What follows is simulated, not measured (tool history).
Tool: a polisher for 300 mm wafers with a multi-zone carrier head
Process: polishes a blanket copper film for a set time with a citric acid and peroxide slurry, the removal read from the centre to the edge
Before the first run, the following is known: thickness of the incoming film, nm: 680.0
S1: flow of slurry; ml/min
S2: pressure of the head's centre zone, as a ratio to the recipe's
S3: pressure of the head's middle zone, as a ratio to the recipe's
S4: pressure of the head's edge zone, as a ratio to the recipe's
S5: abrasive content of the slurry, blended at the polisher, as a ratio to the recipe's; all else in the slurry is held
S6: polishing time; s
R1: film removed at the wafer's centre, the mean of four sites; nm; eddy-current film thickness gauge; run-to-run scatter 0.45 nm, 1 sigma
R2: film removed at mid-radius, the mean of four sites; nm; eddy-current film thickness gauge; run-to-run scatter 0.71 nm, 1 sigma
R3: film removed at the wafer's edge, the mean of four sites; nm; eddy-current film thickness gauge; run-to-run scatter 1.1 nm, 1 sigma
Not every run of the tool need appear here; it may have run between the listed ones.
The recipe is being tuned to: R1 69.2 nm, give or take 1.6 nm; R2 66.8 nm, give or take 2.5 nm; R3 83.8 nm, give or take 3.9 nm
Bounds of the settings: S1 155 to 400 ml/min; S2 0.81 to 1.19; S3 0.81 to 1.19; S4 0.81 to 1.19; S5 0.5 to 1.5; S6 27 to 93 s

Run 1, day 0: S1 255 ml/min, S2 1, S3 1, S4 1, S5 1, S6 59 s. Result: R1 79.856 nm, R2 75.825 nm, R3 76.189 nm.
Run 2, day 0.175: S1 280 ml/min, S2 1, S3 1, S4 1, S5 1, S6 59 s. Result: R1 80.413 nm, R2 76.669 nm, R3 76.981 nm.
Run 3, day 0.317: S1 275 ml/min, S2 0.98, S3 0.98, S4 1.02, S5 1, S6 59 s. Result: R1 79.224 nm, R2 77.881 nm, R3 78.691 nm.
Run 4, day 0.404: S1 275 ml/min, S2 0.98, S3 0.98, S4 1.07, S5 1, S6 59 s. Result: R1 78.436 nm, R2 77.35 nm, R3 80.815 nm.
Run 5, day 0.696: S1 275 ml/min, S2 0.98, S3 0.98, S4 1, S5 1, S6 59 s. Result: R1 78.988 nm, R2 76.557 nm, R3 78.164 nm.
Run 6, day 1.046: S1 310 ml/min, S2 0.98, S3 0.98, S4 1, S5 1, S6 59 s. Result: R1 79.889 nm, R2 77.727 nm, R3 78.343 nm.
Run 7, day 1.404: S1 300 ml/min, S2 0.97, S3 0.96, S4 1.02, S5 0.95, S6 59 s. Result: R1 78.163 nm, R2 73.327 nm, R3 78.882 nm.
At day 1.446: edge zone pressure recalibrated.
Run 8, day 1.446: S1 300 ml/min, S2 0.97, S3 0.96, S4 1.02, S5 0.95, S6 59 s. Result: R1 77.71 nm, R2 75.132 nm, R3 84.825 nm.
Run 9, day 1.617: S1 290 ml/min, S2 0.96, S3 0.95, S4 1.01, S5 0.95, S6 59 s. Result: R1 76.849 nm, R2 73.712 nm, R3 82.538 nm.
Run 10, day 1.912: S1 285 ml/min, S2 0.95, S3 0.95, S4 1, S5 0.95, S6 59 s. Result: R1 75.017 nm, R2 73.435 nm, R3 80.618 nm.
Run 11, day 1.942: S1 275 ml/min, S2 0.94, S3 0.94, S4 1, S5 0.95, S6 59 s. Result: R1 75.283 nm, R2 73.05 nm, R3 80.263 nm.
Run 12, day 2.283: S1 270 ml/min, S2 0.93, S3 0.93, S4 1, S5 0.95, S6 59 s. Result: R1 73.443 nm, R2 74.016 nm, R3 81.63 nm.

Pick the move, out of 4, that brings all results within their allowed miss; only one does.
Run A, day 2.625: S1 275 ml/min, S2 0.85, S3 0.84, S4 1.13, S5 0.55, S6 66 s. Result: R1 ?, R2 ?, R3 ?.
Run B, day 2.625: S1 255 ml/min, S2 0.97, S3 0.84, S4 0.93, S5 1.05, S6 60 s. Result: R1 ?, R2 ?, R3 ?.
Run C, day 2.625: S1 240 ml/min, S2 0.94, S3 1.08, S4 0.93, S5 1.05, S6 59 s. Result: R1 ?, R2 ?, R3 ?.
Run D, day 2.625: S1 215 ml/min, S2 0.86, S3 0.81, S4 0.97, S5 0.65, S6 68 s. Result: R1 ?, R2 ?, R3 ?.

move      R1      R2      R3
   A  66.001  65.338  83.074
   B  79.424  68.869  79.809
   C  75.136  82.949  77.771
   D  69.121  65.919  80.739
A: gets the furthest-off result to its target, but another result is out of tolerance
B: gets the furthest-off result to its target, but another result is out of tolerance
C: further off than the last run
D: meets every target
Correct choice: D, which meets every target
